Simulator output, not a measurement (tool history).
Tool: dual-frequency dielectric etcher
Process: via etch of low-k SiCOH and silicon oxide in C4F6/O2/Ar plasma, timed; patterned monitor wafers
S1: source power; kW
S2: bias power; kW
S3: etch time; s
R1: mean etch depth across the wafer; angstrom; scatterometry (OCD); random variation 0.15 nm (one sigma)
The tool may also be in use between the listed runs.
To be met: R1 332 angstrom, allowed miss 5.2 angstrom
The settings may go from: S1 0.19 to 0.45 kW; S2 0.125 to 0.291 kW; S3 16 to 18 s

run 1 hour=0 | S1=0.32 S2=0.208 S3=18 | R1=425.2
run 2 hour=1.1 | S1=0.32 S2=0.241 S3=18 | R1=447.13
run 3 hour=5 | S1=0.32 S2=0.241 S3=18 | R1=451.52
run 4 hour=13.4 | S1=0.32 S2=0.241 S3=16 | R1=399.4
run 5 hour=17 | S1=0.31 S2=0.237 S3=16 | R1=390.81
run 6 hour=25.9 | S1=0.31 S2=0.237 S3=18 | R1=440.14
run 7 hour=28.6 | S1=0.3 S2=0.225 S3=18 | R1=430.69
run 8 hour=35.7 | S1=0.29 S2=0.214 S3=18 | R1=416.56
run 9 hour=39.5 | S1=0.23 S2=0.172 S3=17.5 | R1=350.5
run 10 hour=44.7 | S1=0.23 S2=0.172 S3=17.5 | R1=348.2

Which of these 4 next moves meets every target?
run A hour=49.9 | S1=0.22 S2=0.225 S3=17 | R1=?
run B hour=49.9 | S1=0.25 S2=0.188 S3=17 | R1=?
run C hour=49.9 | S1=0.26 S2=0.143 S3=17 | R1=?
run D hour=49.9 | S1=0.24 S2=0.196 S3=17 | R1=?

move=A R1=365.14
move=B R1=359.27
move=C R1=334.56
move=D R1=359.15
A: further off than the last run
B: further off than the last run
C: meets every target
D: further off than the last run
Move C is the one to make.
